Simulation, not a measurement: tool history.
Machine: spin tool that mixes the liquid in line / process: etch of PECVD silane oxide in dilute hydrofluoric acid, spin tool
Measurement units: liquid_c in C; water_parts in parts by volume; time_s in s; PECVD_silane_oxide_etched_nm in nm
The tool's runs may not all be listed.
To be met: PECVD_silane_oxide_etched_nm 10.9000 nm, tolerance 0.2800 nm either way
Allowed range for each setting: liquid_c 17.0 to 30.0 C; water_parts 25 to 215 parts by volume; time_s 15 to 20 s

Run 1, hour 0.0: liquid_c 22.0 C, water_parts 120 parts by volume, time_s 20 s. Result: PECVD_silane_oxide_etched_nm 4.5170 nm.
Run 2, hour 7.1: liquid_c 23.5 C, water_parts 110 parts by volume, time_s 20 s. Result: PECVD_silane_oxide_etched_nm 5.2953 nm.
Run 3, hour 9.7: liquid_c 23.5 C, water_parts 70 parts by volume, time_s 20 s. Result: PECVD_silane_oxide_etched_nm 8.7895 nm.
Run 4, hour 12.7: liquid_c 21.0 C, water_parts 70 parts by volume, time_s 20 s. Result: PECVD_silane_oxide_etched_nm 7.9938 nm.
Run 5, hour 18.2: liquid_c 22.5 C, water_parts 70 parts by volume, time_s 20 s. Result: PECVD_silane_oxide_etched_nm 8.5103 nm.
Run 6, hour 21.0: liquid_c 23.5 C, water_parts 70 parts by volume, time_s 20 s. Result: PECVD_silane_oxide_etched_nm 8.7949 nm.
Run 7, hour 22.2: liquid_c 24.5 C, water_parts 70 parts by volume, time_s 20 s. Result: PECVD_silane_oxide_etched_nm 9.1186 nm.
Run 8, hour 30.9: liquid_c 25.5 C, water_parts 70 parts by volume, time_s 20 s. Result: PECVD_silane_oxide_etched_nm 9.4530 nm.
Run 9, hour 35.1: liquid_c 26.0 C, water_parts 70 parts by volume, time_s 20 s. Result: PECVD_silane_oxide_etched_nm 9.6547 nm.
Run 10, hour 36.2: liquid_c 26.5 C, water_parts 70 parts by volume, time_s 20 s. Result: PECVD_silane_oxide_etched_nm 9.8141 nm.
Run 11, hour 42.6: liquid_c 26.5 C, water_parts 70 parts by volume, time_s 20 s. Result: PECVD_silane_oxide_etched_nm 9.8825 nm.

Exactly one of the 4 candidate moves below puts every result within its allowed miss. Which one?
Run A, hour 49.0: liquid_c 29.5 C, water_parts 75 parts by volume, time_s 20 s. Result: PECVD_silane_oxide_etched_nm ?.
Run B, hour 49.0: liquid_c 25.5 C, water_parts 65 parts by volume, time_s 20 s. Result: PECVD_silane_oxide_etched_nm ?.
Run C, hour 49.0: liquid_c 29.0 C, water_parts 70 parts by volume, time_s 20 s. Result: PECVD_silane_oxide_etched_nm ?.
Run D, hour 49.0: liquid_c 27.5 C, water_parts 80 parts by volume, time_s 20 s. Result: PECVD_silane_oxide_etched_nm ?.

move  PECVD_silane_oxide_etched_nm
   A                       10.1980
   B                       10.1960
   C                       10.7960
   D                        8.7854
A: nearer the targets than the last run, but a result is still out of spec
B: nearer the targets than the last run, but a result is still out of spec
C: each result inside its tolerance
D: further off than the last run
C meets every target.
